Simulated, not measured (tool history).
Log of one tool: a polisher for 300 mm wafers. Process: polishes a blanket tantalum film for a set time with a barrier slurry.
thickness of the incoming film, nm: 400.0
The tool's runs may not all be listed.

| run | hour | flow of slurry (ml/min) | pressure of the wafer on the pad (kPa) | speed of the pad under the wafer (m/s) | abrasive content of the slurry | polishing time (s) | film removed (Å) |
|---|---|---|---|---|---|---|---|
| 1 | 0 | 165 | 15.9 | 1.16 | 1 | 21 | 555.86 |
| 2 | 5.1 | 180 | 15.9 | 1.16 | 1 | 21 | 553.16 |
| 3 | 11.5 | 180 | 12.4 | 1.16 | 1 | 21 | 446.88 |
| 4 | 15.1 | 180 | 10.3 | 1.16 | 1 | 21 | 369.42 |
| 5 | 20.5 | 160 | 10.3 | 1.16 | 1 | 21 | 374.87 |
| 6 | 25.3 | 160 | 13.1 | 1.18 | 1 | 21 | 467.36 |
| 7 | 25.8 | 160 | 13.1 | 1.18 | 1 | 21 | 458.57 |

The next listed run, before its measurement:
| 8 | 28.7 | 160 | 15.2 | 1.2 | 1 | 21 | ? |

film removed (Å): 534.74
